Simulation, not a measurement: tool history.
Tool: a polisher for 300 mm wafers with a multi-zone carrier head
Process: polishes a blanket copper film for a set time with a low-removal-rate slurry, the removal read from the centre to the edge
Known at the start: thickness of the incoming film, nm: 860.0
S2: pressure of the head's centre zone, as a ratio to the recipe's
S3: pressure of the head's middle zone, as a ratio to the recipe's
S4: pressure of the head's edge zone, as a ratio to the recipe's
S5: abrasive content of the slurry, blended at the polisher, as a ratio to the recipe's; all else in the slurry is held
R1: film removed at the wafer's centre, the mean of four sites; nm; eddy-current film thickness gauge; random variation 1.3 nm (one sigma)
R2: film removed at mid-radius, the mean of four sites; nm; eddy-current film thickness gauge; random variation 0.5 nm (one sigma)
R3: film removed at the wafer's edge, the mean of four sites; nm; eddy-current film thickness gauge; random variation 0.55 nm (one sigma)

Run 1, hour 0: flow of slurry (ml/min) 185, S2 1, S3 1, S4 1, S5 1, polishing time (s) 42. Result: R1 97.486 nm, R2 95.645 nm, R3 98.628 nm.
Run 2, hour 4.2: flow of slurry (ml/min) 170, S2 1.01, S3 0.95, S4 0.95, S5 0.9, polishing time (s) 42. Result: R1 94.573 nm, R2 88.785 nm, R3 94.376 nm.
Run 3, hour 8: flow of slurry (ml/min) 165, S2 1.03, S3 0.92, S4 0.92, S5 0.8, polishing time (s) 42. Result: R1 97.368 nm, R2 84.205 nm, R3 89.294 nm.
Run 4, hour 8.9: flow of slurry (ml/min) 155, S2 1.02, S3 0.89, S4 0.9, S5 0.75, polishing time (s) 42. Result: R1 89.499 nm, R2 79.683 nm, R3 87.423 nm.
Run 5, hour 14.7: flow of slurry (ml/min) 155, S2 1.02, S3 0.94, S4 0.9, S5 0.75, polishing time (s) 42. Result: R1 92.009 nm, R2 82.969 nm, R3 86.983 nm.
Run 6, hour 18.9: flow of slurry (ml/min) 145, S2 1.03, S3 0.91, S4 0.88, S5 0.75, polishing time (s) 42. Result: R1 89.935 nm, R2 80.338 nm, R3 84.437 nm.
Run 7, hour 24.1: flow of slurry (ml/min) 140, S2 1.04, S3 0.89, S4 0.88, S5 0.75, polishing time (s) 42. Result: R1 90.14 nm, R2 78.275 nm, R3 85.835 nm.

The next listed run, before its measurement:
Run 8, hour 29.8: flow of slurry (ml/min) 135, S2 1.05, S3 0.88, S4 0.87, S5 0.75, polishing time (s) 42. Result: R1 ?, R2 ?, R3 ?.

Run 8 gave R1 90.068 nm, R2 76.365 nm, R3 83.774 nm.
